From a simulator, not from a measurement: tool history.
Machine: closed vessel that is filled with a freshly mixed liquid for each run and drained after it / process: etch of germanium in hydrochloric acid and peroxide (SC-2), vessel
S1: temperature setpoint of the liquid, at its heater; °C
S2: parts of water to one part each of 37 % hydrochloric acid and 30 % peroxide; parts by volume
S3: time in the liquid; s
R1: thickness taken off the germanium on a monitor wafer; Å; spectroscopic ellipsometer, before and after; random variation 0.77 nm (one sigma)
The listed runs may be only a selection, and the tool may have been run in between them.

run  hour    S1   S2  S3       R1
  1   0.0  50.0  7.5  30   800.94
  2   3.0  52.0  7.5  30   849.01
  3   7.9  54.0  7.5  30   902.76
  4  10.3  55.5  7.5  30   941.70
  5  12.9  57.0  7.5  30   997.46
  6  19.9  58.0  7.5  30  1013.90
  7  25.3  59.0  7.5  30  1035.20
  8  33.8  59.5  7.5  30  1051.20
  9  41.0  60.0  7.5  30  1087.10
 10  45.3  60.5  7.5  30  1101.80

Expected results for the next run?
 11  49.5  61.0  7.5  30   ?

R1: 1116.50 Å

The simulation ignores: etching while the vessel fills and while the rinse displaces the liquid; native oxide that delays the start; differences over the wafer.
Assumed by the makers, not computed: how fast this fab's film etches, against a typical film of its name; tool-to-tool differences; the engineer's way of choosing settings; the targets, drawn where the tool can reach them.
